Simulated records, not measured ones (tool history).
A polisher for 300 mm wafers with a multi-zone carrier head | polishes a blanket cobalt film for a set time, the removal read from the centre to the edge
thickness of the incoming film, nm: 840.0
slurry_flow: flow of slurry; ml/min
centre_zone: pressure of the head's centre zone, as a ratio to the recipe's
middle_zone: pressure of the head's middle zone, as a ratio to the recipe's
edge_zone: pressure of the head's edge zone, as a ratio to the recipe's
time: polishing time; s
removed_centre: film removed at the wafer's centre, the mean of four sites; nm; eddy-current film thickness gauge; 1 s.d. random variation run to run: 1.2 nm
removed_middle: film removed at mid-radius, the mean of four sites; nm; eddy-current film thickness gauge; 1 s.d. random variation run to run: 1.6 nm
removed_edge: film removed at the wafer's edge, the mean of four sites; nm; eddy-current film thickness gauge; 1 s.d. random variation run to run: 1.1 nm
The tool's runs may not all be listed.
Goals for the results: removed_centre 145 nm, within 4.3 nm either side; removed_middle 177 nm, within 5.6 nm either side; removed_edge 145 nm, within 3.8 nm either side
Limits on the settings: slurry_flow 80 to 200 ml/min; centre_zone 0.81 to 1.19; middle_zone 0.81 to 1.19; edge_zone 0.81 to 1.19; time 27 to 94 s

run  hour  slurry_flow  centre_zone  middle_zone  edge_zone  time  removed_centre  removed_middle  removed_edge
  1     0          130            1            1          1    60          259.11          245.59        231.94
  2     5          125         0.97         1.01       0.97    56           234.2          228.51        213.21
  3   7.6          125         1.02         1.01       0.97    56          241.03          225.65        214.24
  4  15.8          125         1.02         1.01       0.94    56          241.52          223.43        208.33
  5  23.7          145         1.02         1.01       0.94    56          250.47           232.2        215.06
  6  30.7          135         0.98         1.03       0.92    53          227.99          219.82        200.29
  7    34          125         0.95         1.05       0.91    50          206.53          208.36        184.34
     34.6  -- centre zone pressure recalibrated
  8  34.6          120         0.92         1.06       0.91    48          180.45          198.05        177.92
  9  36.3          120         0.92         1.06       0.91    48          177.49          197.47        174.32
 10  44.2          115         0.92         1.07       0.89    47          174.75           194.5        168.84
 11  47.6           95         0.84         1.11       0.81    40          132.66          166.64        134.85
 12  54.2          100         0.84         1.11       0.81    40          136.54          167.82        135.99
 13  61.3          105         0.84         1.11       0.82    40          133.61          170.43        137.35
 14    69          110         0.85         1.11       0.82    40          137.42             172        136.68
 15  76.2          115         0.85         1.11       0.83    40          137.14          169.38        140.02

Which one of the following 4 next-run settings gets every result inside its allowed miss? There is exactly one.
  A  83.4          110         0.86         1.09       0.88    38               ?               ?             ?
  B  83.4           90         0.91         1.16       0.89    42               ?               ?             ?
  C  83.4           80         0.96          1.1       0.81    44               ?               ?             ?
  D  83.4           80         0.91         1.06       0.89    41               ?               ?             ?

move  removed_centre  removed_middle  removed_edge
   A          132.78          160.12        136.41
   B          145.61             179         147.1
   C          153.63          174.44        145.43
   D          137.75           157.5        141.26
A: misses by more than the last run did
B: all results in spec
C: moves the result that the last run missed by most past its target, out the other side
D: misses by more than the last run did
The right move is B.

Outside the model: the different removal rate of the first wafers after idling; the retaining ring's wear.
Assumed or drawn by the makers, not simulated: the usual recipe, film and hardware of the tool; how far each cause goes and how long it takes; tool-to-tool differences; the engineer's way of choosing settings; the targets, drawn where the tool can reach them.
